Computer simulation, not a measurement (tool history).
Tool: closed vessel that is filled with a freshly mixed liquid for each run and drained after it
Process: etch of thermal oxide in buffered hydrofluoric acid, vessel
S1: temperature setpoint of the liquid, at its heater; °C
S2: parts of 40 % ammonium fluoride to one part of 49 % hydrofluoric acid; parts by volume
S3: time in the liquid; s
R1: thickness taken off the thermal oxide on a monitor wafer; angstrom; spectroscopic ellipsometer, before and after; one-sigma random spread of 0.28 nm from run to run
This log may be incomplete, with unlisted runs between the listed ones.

run    day    S1    S2  S3      R1
  1  0.000  21.0  10.0  35  313.99
  2  0.075  23.5   9.0  35  383.75
  3  0.221  23.5  11.5  35  311.54
  4  0.446  25.0  10.0  35  392.17
  5  0.767  25.0  10.0  30  336.76
  6  1.029  26.0   8.5  30  401.58

Forecast run 7:
  7  1.296  29.0  5.5  30   ?

{"run 7": {"R1": 719.21}}
